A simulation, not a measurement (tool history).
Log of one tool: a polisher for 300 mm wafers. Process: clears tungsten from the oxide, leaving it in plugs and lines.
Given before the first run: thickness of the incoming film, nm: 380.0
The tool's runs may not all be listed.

run	hour	flow of slurry (ml/min)	pressure of the wafer on the pad (psi)	speed of the pad under the wafer (cm/s)	abrasive content of the slurry	overpolish time after the end point (s)	time until the end point was called (s)
1	0.0	300	3.5	88	1.0	9	94.601
2	4.2	300	2.9	88	1.0	9	112.610
3	5.9	330	2.9	88	1.0	9	111.340
4	8.1	330	2.9	88	1.0	6	113.790
5	11.5	330	2.9	96	1.0	6	105.880
6	18.4	330	2.9	96	0.8	6	107.800
7	22.5	330	3.2	96	0.8	6	100.670
8	30.2	330	3.5	96	0.8	6	93.699
9	37.7	330	3.7	96	0.8	6	91.997
10	39.3	330	3.9	98	0.8	6	84.806

Predict the results of run 11:
11	41.9	330	4.1	98	0.8	6	?

{"run 11": {"time until the end point was called (s)": 79.999}}
